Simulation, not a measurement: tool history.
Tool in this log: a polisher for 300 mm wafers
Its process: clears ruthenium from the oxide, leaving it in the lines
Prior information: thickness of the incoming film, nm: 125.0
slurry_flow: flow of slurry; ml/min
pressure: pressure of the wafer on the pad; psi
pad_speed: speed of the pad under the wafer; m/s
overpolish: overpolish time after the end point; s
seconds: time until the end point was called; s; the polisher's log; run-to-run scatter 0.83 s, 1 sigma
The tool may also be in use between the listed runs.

| run | hour | slurry_flow | pressure | pad_speed | overpolish | seconds |
|---|---|---|---|---|---|---|
| 1 | 0.0 | 225 | 1.5 | 1.04 | 38 | 117.110 |
| 2 | 7.0 | 225 | 1.5 | 1.04 | 38 | 118.480 |
| 3 | 7.7 | 235 | 1.7 | 1.04 | 38 | 103.100 |
| 4 | 14.3 | 240 | 1.8 | 1.04 | 38 | 97.738 |
| 5 | 17.7 | 240 | 1.7 | 1.04 | 38 | 102.300 |
| 6 | 25.1 | 245 | 1.7 | 1.04 | 38 | 103.900 |

Run 7 is up next; what results do you expect?
| 7 | 27.7 | 245 | 1.8 | 1.04 | 38 | ? |

{"run 7": {"seconds": 98.471}}
